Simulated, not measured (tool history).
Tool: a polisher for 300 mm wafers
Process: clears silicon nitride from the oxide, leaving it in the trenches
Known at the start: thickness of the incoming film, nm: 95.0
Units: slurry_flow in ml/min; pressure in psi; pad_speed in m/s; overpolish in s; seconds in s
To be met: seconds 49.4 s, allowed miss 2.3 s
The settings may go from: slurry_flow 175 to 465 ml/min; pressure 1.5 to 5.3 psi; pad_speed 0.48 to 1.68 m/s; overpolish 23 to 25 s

run	day	slurry_flow	pressure	pad_speed	overpolish	seconds
1	0	295	3.4	1.08	23	70.195
2	0.371	295	3.7	1.08	23	63.5
3	0.633	350	3.7	1.08	23	64.686
4	0.9	300	3.7	1.08	23	62.185
5	0.988	300	3.9	1.08	23	61.208
6	1.042	300	4.1	1.08	23	58.834
7	1.062	300	4.3	1.08	23	55.964
8	1.275	300	4.5	1.08	23	52.668

4 next moves are on the table. One of them brings every result within its allowed miss. Which?
A	1.488	345	4	1.12	23	?
B	1.488	315	5.3	0.96	24	?
C	1.488	305	5.3	0.88	25	?
D	1.488	315	3.8	1.22	23	?

move	seconds
A	56.628
B	50.336
C	54.911
D	55.218
A: further off than the last run
B: meets every target
C: further off than the last run
D: further off than the last run
Answer: B
